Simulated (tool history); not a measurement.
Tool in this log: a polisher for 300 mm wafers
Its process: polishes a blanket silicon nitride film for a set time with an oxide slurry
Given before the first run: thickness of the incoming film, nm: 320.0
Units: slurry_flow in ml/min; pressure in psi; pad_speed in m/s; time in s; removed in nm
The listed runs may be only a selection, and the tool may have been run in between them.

Run 1, hour 0.0: slurry_flow 215 ml/min, pressure 3.4 psi, pad_speed 1.18 m/s, slurry_solids 1.00, time 97 s. Result: removed 73.162 nm.
Run 2, hour 3.0: slurry_flow 215 ml/min, pressure 3.1 psi, pad_speed 1.18 m/s, slurry_solids 1.00, time 97 s. Result: removed 66.212 nm.
Run 3, hour 5.0: slurry_flow 215 ml/min, pressure 3.1 psi, pad_speed 1.34 m/s, slurry_solids 1.00, time 97 s. Result: removed 74.272 nm.
Run 4, hour 5.6: slurry_flow 215 ml/min, pressure 2.8 psi, pad_speed 1.34 m/s, slurry_solids 1.00, time 97 s. Result: removed 65.851 nm.
Run 5, hour 13.8: slurry_flow 215 ml/min, pressure 2.8 psi, pad_speed 1.34 m/s, slurry_solids 1.00, time 102 s. Result: removed 69.827 nm.
Run 6, hour 19.7: slurry_flow 215 ml/min, pressure 2.8 psi, pad_speed 1.34 m/s, slurry_solids 1.15, time 102 s. Result: removed 73.597 nm.
Run 7, hour 25.4: slurry_flow 215 ml/min, pressure 2.6 psi, pad_speed 1.34 m/s, slurry_solids 1.15, time 102 s. Result: removed 67.840 nm.
Run 8, hour 28.4: slurry_flow 215 ml/min, pressure 2.4 psi, pad_speed 1.34 m/s, slurry_solids 1.15, time 102 s. Result: removed 63.226 nm.
Run 9, hour 34.6: slurry_flow 215 ml/min, pressure 2.3 psi, pad_speed 1.34 m/s, slurry_solids 1.15, time 102 s. Result: removed 59.992 nm.
Run 10, hour 42.0: slurry_flow 215 ml/min, pressure 2.2 psi, pad_speed 1.34 m/s, slurry_solids 1.15, time 102 s. Result: removed 58.020 nm.
Run 11, hour 43.4: slurry_flow 215 ml/min, pressure 2.1 psi, pad_speed 1.34 m/s, slurry_solids 1.15, time 102 s. Result: removed 55.808 nm.
Run 12, hour 45.6: slurry_flow 205 ml/min, pressure 1.7 psi, pad_speed 1.34 m/s, slurry_solids 1.15, time 102 s. Result: removed 45.318 nm.

Run 13 is up next; what results do you expect?
Run 13, hour 51.9: slurry_flow 215 ml/min, pressure 1.7 psi, pad_speed 1.34 m/s, slurry_solids 1.15, time 102 s. Result: removed ?.

{"run 13": {"removed": 45.391}}
